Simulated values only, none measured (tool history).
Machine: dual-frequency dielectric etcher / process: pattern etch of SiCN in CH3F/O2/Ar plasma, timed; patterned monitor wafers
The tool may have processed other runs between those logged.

run  hour  source power (kW)  bias power (kW)  etch time (s)  mean etch depth across the wafer (Å)
  1     0               0.53            0.086           69.5                                321.12
  2   8.5               0.53            0.077           69.5                                304.37
  3  16.7               0.53            0.088           69.5                                324.04
  4  17.7               0.53            0.098           69.5                                 343.9
  5  25.1               0.62            0.098           69.5                                364.13
  6  30.2               0.55            0.098           69.5                                350.19
  7  35.3                0.6            0.101           69.5                                364.45

What will run 8 give?
  8  42.7               0.64            0.104           69.5                                     ?

{"run 8": {"mean etch depth across the wafer (Å)": 381.15}}
